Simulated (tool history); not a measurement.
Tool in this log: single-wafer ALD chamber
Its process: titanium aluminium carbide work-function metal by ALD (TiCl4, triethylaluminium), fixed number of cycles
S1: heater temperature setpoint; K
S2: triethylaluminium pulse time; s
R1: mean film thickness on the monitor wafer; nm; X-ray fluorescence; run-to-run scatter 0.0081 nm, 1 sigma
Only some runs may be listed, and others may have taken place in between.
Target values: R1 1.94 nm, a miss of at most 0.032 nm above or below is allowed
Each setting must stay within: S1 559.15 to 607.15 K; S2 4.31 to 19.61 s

Run 1, hour 0: S1 583.15 K, S2 11.96 s. Result: R1 2.1224 nm.
Run 2, hour 6.1: S1 576.15 K, S2 11.96 s. Result: R1 2.0376 nm.
Run 3, hour 11: S1 584.15 K, S2 11.96 s. Result: R1 2.1291 nm.
Run 4, hour 15.6: S1 579.15 K, S2 11.51 s. Result: R1 2.0778 nm.
Run 5, hour 20.7: S1 585.15 K, S2 11.51 s. Result: R1 2.1218 nm.
Run 6, hour 27.2: S1 580.15 K, S2 10.9 s. Result: R1 2.0772 nm.
Run 7, hour 34.1: S1 580.15 K, S2 10.9 s. Result: R1 2.0826 nm.
Run 8, hour 40.4: S1 568.15 K, S2 8.86 s. Result: R1 1.868 nm.
Run 9, hour 42.5: S1 570.15 K, S2 8.96 s. Result: R1 1.8887 nm.
Run 10, hour 45: S1 570.15 K, S2 8.96 s. Result: R1 1.8898 nm.

Below are 5 possible settings for the next run. Only one of them brings all results inside the allowed miss of their targets. Which is it?
Run A, hour 47.5: S1 561.15 K, S2 9.64 s. Result: R1 ?.
Run B, hour 47.5: S1 564.15 K, S2 8.47 s. Result: R1 ?.
Run C, hour 47.5: S1 581.15 K, S2 9.58 s. Result: R1 ?.
Run D, hour 47.5: S1 567.15 K, S2 11.44 s. Result: R1 ?.
Run E, hour 47.5: S1 567.15 K, S2 9.21 s. Result: R1 ?.

move      R1
   A  1.8463
   B  1.8102
   C  2.0385
   D  1.9567
   E  1.8841
A: moves away from the targets compared with the last run
B: moves away from the targets compared with the last run
C: carries the result that was furthest off beyond its target, to the other side
D: all results land within tolerance of their targets
E: moves away from the targets compared with the last run
Correct choice: D, which meets every target

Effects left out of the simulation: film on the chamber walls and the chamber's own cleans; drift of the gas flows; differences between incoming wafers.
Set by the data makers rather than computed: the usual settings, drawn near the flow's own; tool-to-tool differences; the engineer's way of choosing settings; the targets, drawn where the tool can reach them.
